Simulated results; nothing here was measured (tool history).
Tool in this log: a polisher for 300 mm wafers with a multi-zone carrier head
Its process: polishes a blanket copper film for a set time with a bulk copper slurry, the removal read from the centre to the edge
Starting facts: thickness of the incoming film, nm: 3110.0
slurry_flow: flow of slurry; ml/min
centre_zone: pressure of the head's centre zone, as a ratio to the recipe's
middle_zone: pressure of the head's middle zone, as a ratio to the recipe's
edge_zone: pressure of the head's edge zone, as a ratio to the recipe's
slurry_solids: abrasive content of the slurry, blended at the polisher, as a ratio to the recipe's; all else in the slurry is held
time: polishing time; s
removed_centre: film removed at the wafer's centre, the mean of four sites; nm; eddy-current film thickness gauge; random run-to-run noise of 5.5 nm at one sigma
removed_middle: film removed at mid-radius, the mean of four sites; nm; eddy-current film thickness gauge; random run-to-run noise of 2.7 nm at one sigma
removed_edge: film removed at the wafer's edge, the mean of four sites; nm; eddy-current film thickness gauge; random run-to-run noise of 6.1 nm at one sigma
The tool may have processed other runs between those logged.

run    day  slurry_flow  centre_zone  middle_zone  edge_zone  slurry_solids  time  removed_centre  removed_middle  removed_edge
  1  0.000          305         1.00         1.00       1.00           1.00    72          725.53          704.65        700.70
  2  0.129          300         0.96         0.98       0.97           0.90    67          613.90          658.88        641.81
  3  0.404          340         0.96         0.98       0.97           0.90    67          644.23          649.21        640.04
  4  0.504          340         0.96         0.98       1.00           0.90    67          662.89          651.56        675.67
  5  0.842          320         0.96         0.95       0.97           0.85    63          596.01          603.69        598.62
  6  0.992          380         0.96         0.95       0.97           0.85    63          602.17          609.29        615.20

Run 7 comes next. What will it give?
  7  1.304          375         0.95         0.92       0.95           0.80    59               ?               ?             ?

removed_centre: 547.33 nm
removed_middle: 565.52 nm
removed_edge: 572.72 nm
